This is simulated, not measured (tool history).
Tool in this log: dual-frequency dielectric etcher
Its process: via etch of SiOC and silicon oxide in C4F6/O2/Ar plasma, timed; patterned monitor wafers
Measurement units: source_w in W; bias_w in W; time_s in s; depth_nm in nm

run  hour  source_w  bias_w  time_s  depth_nm
  1     0       420     157      67     76.73
  2   4.1       420     157      70    80.445
  3   8.3       420     140      70    76.344
  4  14.4       450     146      70     78.96
  5  21.9       450     125      70    74.532
  6  25.7       470     137      70    78.874
  7  28.5       550     167      70    91.519

What will run 8 give?
  8    33       560     168      70         ?

{"run 8": {"depth_nm": 92.062}}

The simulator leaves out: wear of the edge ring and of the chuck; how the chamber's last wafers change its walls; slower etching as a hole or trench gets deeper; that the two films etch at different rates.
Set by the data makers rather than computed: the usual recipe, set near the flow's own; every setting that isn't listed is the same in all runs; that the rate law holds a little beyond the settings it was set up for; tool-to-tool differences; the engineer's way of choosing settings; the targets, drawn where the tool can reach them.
